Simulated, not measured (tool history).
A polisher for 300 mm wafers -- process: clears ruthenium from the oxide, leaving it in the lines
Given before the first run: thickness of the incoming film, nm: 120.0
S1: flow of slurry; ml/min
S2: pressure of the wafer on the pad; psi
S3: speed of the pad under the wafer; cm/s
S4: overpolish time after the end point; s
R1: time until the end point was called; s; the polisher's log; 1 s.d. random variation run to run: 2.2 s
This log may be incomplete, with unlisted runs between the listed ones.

run  hour   S1   S2   S3  S4       R1
  1   0.0  190  1.7  118  12   87.000
  2   6.5  190  1.6  118  12   96.197
  3  11.2  190  1.7  118  12   89.205
  4  12.8  190  1.7  118  13   87.490
  5  18.3  190  1.6  118  13   94.014
  6  26.4  190  1.6  118  13   92.131
  7  27.5  190  1.5  118  13   98.117
  8  34.3  190  1.4  118  13  106.570

Forecast run 9:
  9  37.3  190  1.3  118  13   ?

R1: 111.320 s
